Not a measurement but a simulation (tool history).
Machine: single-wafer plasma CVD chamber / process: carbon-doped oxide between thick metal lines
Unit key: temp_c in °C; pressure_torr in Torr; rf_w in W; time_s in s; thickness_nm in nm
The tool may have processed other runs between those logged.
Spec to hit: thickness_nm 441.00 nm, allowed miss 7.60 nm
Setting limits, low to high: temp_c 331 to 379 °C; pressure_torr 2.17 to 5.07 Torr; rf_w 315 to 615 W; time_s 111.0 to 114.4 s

run,hour,temp_c,pressure_torr,rf_w,time_s,thickness_nm
1,0.0,355,3.62,465,111.0,501.66
2,8.5,358,3.37,450,111.0,484.17
3,12.6,358,3.37,450,114.4,499.78
4,16.5,360,3.15,435,114.3,477.42
5,18.5,362,2.98,430,114.3,471.14
6,22.7,362,3.43,430,114.3,475.94
# hour 25.4: capacitance manometer re-zeroed and calibrated
7,25.4,365,3.33,425,114.3,465.96
8,32.4,367,3.26,425,114.3,462.80
9,34.5,369,3.18,425,114.3,461.52
10,40.6,370,3.10,420,114.3,453.98
11,45.3,371,3.05,420,114.3,450.89
12,53.4,372,3.01,420,114.3,449.42
13,57.1,373,2.98,420,114.3,447.11
14,63.1,374,2.96,420,114.3,448.35

Consider the 4 candidate settings below. Which is the only one whose results all fall within their allowed miss of target?
A,69.1,374,2.60,475,111.2,?
B,69.1,373,2.89,450,114.4,?
C,69.1,357,2.49,435,111.0,?
D,69.1,376,2.57,425,113.2,?

move,thickness_nm
A,471.08
B,472.94
C,457.18
D,442.48
A: lands further from the targets than the last run did
B: lands further from the targets than the last run did
C: lands further from the targets than the last run did
D: all results in spec
D meets every target.
